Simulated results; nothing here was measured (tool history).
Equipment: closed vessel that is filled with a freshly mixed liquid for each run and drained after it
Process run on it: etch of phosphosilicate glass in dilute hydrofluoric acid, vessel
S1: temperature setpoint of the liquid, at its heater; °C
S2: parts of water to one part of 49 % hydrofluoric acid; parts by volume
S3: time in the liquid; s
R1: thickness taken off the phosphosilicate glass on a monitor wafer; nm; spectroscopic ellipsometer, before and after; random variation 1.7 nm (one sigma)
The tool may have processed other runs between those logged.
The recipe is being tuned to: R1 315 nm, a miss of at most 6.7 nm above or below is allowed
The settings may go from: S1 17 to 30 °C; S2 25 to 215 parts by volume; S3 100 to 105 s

run,day,S1,S2,S3,R1
1,0,22,120,100,99.033
2,0.375,20,120,100,91.972
3,0.683,20,105,100,105.61
4,0.904,20,105,105,111.74
5,1.15,20,130,105,88.226
6,1.446,22,115,105,108.82
7,1.5,23.5,100,105,135.86
8,1.588,24.5,90,105,159.13
9,1.696,25.5,80,105,188.51
10,2.071,26.5,75,105,209.85
11,2.142,27,70,105,232.69
12,2.379,27.5,65,105,255.86

Exercise: of the 5 proposed moves below, exactly one satisfies all targets within the stated allowed misses. Which move is it?
A,2.617,27,55,105,?
B,2.617,29.5,55,100,?
C,2.617,27.5,55,100,?
D,2.617,27.5,45,100,?
E,2.617,29,60,105,?

move,R1
A,302.83
B,318.43
C,294.23
D,364.84
E,298.31
A: closer than the last run, but not yet in spec
B: all results land within tolerance of their targets
C: closer than the last run, but not yet in spec
D: the result that was furthest off in the last run now lies on the other side of its target
E: closer than the last run, but not yet in spec
The move that meets every target is B.
